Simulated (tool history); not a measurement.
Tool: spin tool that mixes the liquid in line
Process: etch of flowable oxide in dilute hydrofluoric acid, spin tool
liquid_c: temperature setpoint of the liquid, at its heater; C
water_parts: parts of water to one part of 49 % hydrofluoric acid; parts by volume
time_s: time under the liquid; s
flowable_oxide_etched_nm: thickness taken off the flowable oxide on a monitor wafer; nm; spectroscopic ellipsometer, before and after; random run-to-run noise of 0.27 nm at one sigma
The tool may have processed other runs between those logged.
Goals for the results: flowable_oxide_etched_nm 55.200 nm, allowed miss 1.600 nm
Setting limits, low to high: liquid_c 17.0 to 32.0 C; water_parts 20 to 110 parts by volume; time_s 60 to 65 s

run  hour  liquid_c  water_parts  time_s  flowable_oxide_etched_nm
  1   0.0      24.0           60      60                    35.013
  2   0.7      24.0           50      60                    42.387
  3   2.9      21.5           50      60                    38.251
  4   9.1      21.5           65      60                    28.815
  5  10.1      21.5           65      65                    31.157
  6  13.6      23.0           65      65                    33.428
  7  20.4      23.0           65      65                    33.229
  8  25.7      24.5           65      65                    35.717
  9  28.9      25.5           65      65                    37.092
 10  33.4      25.5           65      65                    36.800
 11  35.5      25.5           65      65                    36.846
 12  38.3      26.5           65      65                    38.551
 13  46.4      27.5           65      65                    39.860

Exercise: of the 5 proposed moves below, exactly one satisfies all targets within the stated allowed misses. Which move is it?
  A  54.5      26.5           50      65                         ?
  B  54.5      29.0           55      65                         ?
  C  54.5      24.0           40      65                         ?
  D  54.5      28.5           50      65                         ?
  E  54.5      30.5           50      65                         ?

move  flowable_oxide_etched_nm
   A                    51.039
   B                    50.891
   C                    58.393
   D                    55.293
   E                    59.826
A: moves toward the targets from the last run without getting all of them in spec
B: moves toward the targets from the last run without getting all of them in spec
C: moves the result that the last run missed by most past its target, out the other side
D: all results in spec
E: moves the result that the last run missed by most past its target, out the other side
Go with D: it meets all targets.
